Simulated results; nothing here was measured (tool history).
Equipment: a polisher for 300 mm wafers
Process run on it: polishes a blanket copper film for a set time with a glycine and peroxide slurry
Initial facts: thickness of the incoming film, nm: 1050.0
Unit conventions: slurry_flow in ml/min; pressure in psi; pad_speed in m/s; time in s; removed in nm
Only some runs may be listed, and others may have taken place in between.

run	hour	slurry_flow	pressure	pad_speed	time	removed
1	0	315	2.1	0.92	47	191.72
2	7.6	315	2.1	0.92	43	175.12
3	13.8	310	1.9	0.88	43	158.13
4	17.9	310	2.1	0.88	43	168.52
5	25.3	310	1.9	0.88	43	157.5
6	26.1	305	1.7	0.84	43	140.1
7	28.4	300	1.6	0.82	43	131.83

Forecast run 8:
8	35.3	275	1	0.72	43	?

Logged for run 8: removed 90.597 nm.

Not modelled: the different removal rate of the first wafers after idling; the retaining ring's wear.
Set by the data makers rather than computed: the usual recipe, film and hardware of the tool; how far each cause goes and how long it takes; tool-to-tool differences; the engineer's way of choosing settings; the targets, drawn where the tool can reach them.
